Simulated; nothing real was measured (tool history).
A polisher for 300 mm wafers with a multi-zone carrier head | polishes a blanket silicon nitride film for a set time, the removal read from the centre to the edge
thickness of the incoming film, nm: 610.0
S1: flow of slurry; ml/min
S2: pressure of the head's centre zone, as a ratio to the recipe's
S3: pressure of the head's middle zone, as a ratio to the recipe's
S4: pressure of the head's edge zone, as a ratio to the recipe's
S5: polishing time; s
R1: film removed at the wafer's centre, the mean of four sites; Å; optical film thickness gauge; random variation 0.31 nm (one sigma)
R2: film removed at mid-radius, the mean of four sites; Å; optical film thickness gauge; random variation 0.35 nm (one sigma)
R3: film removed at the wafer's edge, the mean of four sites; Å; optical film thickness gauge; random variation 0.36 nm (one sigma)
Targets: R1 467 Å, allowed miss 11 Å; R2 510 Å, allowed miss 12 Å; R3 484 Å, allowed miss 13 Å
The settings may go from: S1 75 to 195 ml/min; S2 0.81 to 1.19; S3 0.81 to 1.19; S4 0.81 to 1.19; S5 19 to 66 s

run,hour,S1,S2,S3,S4,S5,R1,R2,R3
1,0,125,1,1,1,42,966.05,936.22,925.99
2,4.1,115,0.96,0.99,0.95,36,786.14,779,770.86
3,7.1,115,0.96,1.03,0.95,36,785.35,809.72,762.05
4,10.5,115,1,1.03,0.95,36,817,806.75,764.99
5,19,110,0.96,1.02,0.92,32,680.88,701.27,675.05
6,26.6,110,0.96,0.95,0.92,32,692.48,670.14,665.2
7,34.5,90,0.86,0.95,0.82,20,368.64,405.28,385.41
8,37.4,115,0.86,0.95,0.85,20,386.83,421.34,400.11
9,43.9,115,0.88,0.98,0.89,20,398.33,428.4,415.56
10,52.6,130,0.89,1.02,0.93,20,407.42,452.79,427.56
11,60.3,135,0.91,1.04,0.96,20,420.06,470.25,435.22
12,66.2,170,0.92,1.01,1.06,21,464.3,491.77,497.67

Which of these 5 next moves meets every target?
A,72.1,170,0.98,1,1.03,21,?,?,?
B,72.1,190,0.9,1.03,1.01,21,?,?,?
C,72.1,155,0.92,0.97,1.12,21,?,?,?
D,72.1,160,0.98,0.98,1.06,21,?,?,?
E,72.1,165,0.87,0.95,1.07,21,?,?,?

move,R1,R2,R3
A,499.38,490.09,489.24
B,466.53,510.41,490.37
C,461.22,471.45,503.48
D,494.27,477.64,492.52
E,440.55,468.02,496.47
A: further off than the last run
B: meets every target
C: further off than the last run
D: further off than the last run
E: further off than the last run
Move B is the one to make.
